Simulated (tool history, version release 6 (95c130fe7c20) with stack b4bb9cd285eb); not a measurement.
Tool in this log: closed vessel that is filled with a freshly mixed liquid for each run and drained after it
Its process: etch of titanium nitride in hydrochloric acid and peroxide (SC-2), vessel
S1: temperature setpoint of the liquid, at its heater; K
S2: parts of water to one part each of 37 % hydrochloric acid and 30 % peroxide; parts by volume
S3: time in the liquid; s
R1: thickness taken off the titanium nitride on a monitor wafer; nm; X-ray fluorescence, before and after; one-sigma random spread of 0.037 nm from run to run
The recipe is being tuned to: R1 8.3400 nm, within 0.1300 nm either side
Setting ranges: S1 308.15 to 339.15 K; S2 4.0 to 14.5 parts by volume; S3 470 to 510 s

run 1 day=0.000 | S1=323.15 S2=8.0 S3=470 | R1=25.2000
run 2 day=0.033 | S1=323.15 S2=9.5 S3=470 | R1=22.0470
run 3 day=0.171 | S1=323.15 S2=12.5 S3=470 | R1=17.1970
run 4 day=0.412 | S1=323.15 S2=12.5 S3=510 | R1=18.8350
run 5 day=0.612 | S1=329.65 S2=12.5 S3=510 | R1=28.7750
run 6 day=0.846 | S1=323.15 S2=12.5 S3=510 | R1=18.8210
run 7 day=1.208 | S1=319.15 S2=12.5 S3=510 | R1=14.2230
run 8 day=1.471 | S1=316.65 S2=12.5 S3=510 | R1=11.9630
run 9 day=1.562 | S1=315.15 S2=12.5 S3=510 | R1=10.7770
run 10 day=1.892 | S1=315.15 S2=12.5 S3=510 | R1=10.8510
-- day=2.267 new drum of peroxide connected
run 11 day=2.267 | S1=313.65 S2=12.5 S3=510 | R1=10.4370
run 12 day=2.475 | S1=312.65 S2=12.5 S3=510 | R1=9.7359
run 13 day=2.842 | S1=309.65 S2=12.5 S3=510 | R1=7.8870
run 14 day=3.212 | S1=310.15 S2=12.5 S3=510 | R1=8.1933

Exercise: of the 5 proposed moves below, exactly one satisfies all targets within the stated allowed misses. Which move is it?
run A day=3.583 | S1=310.15 S2=11.0 S3=470 | R1=?
run B day=3.583 | S1=309.15 S2=11.5 S3=500 | R1=?
run C day=3.583 | S1=311.15 S2=14.0 S3=510 | R1=?
run D day=3.583 | S1=311.65 S2=13.0 S3=470 | R1=?
run E day=3.583 | S1=308.15 S2=11.0 S3=510 | R1=?

move=A R1=8.3226
move=B R1=7.9288
move=C R1=7.8866
move=D R1=8.0360
move=E R1=7.8065
A: every result within its allowed miss
B: further off than the last run
C: further off than the last run
D: further off than the last run
E: further off than the last run
Correct choice: A, which meets every target
